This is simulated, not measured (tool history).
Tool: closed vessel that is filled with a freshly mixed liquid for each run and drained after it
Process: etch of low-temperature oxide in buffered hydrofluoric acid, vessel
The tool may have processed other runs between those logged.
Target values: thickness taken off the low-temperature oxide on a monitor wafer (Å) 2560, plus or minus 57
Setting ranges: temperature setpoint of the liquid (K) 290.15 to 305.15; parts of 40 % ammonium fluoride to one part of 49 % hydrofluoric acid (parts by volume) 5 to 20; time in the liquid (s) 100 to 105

| run | hour | temperature setpoint of the liquid (K) | parts of 40 % ammonium fluoride to one part of 49 % hydrofluoric acid (parts by volume) | time in the liquid (s) | thickness taken off the low-temperature oxide on a monitor wafer (Å) |
|---|---|---|---|---|---|
| 1 | 0 | 297.15 | 12 | 100 | 1800.6 |
| 2 | 2.7 | 298.15 | 12 | 100 | 1902.5 |
| 3 | 5.8 | 298.15 | 12 | 105 | 2008.1 |
| 4 | 11.3 | 301.15 | 12 | 105 | 2366 |
| 5 | 12.8 | 301.65 | 12 | 105 | 2429.8 |
| 6 | 22.1 | 301.65 | 10 | 105 | 2892.9 |
| 7 | 26 | 301.15 | 10 | 105 | 2796.6 |
| 8 | 30.4 | 300.65 | 10 | 105 | 2738.1 |

Exactly one of the 4 candidate moves below puts every result within its allowed miss. Which one?
| A | 34.8 | 305.15 | 13 | 105 | ? |
| B | 34.8 | 301.15 | 10.5 | 105 | ? |
| C | 34.8 | 302.15 | 11 | 105 | ? |
| D | 34.8 | 299.15 | 9 | 100 | ? |

| move | thickness taken off the low-temperature oxide on a monitor wafer (Å) |
|---|---|
| A | 2673.8 |
| B | 2669.1 |
| C | 2689.7 |
| D | 2559.1 |
A: an improvement on the last run, though not all results are within tolerance
B: an improvement on the last run, though not all results are within tolerance
C: an improvement on the last run, though not all results are within tolerance
D: every result lands within tolerance
Move D is the one to make.
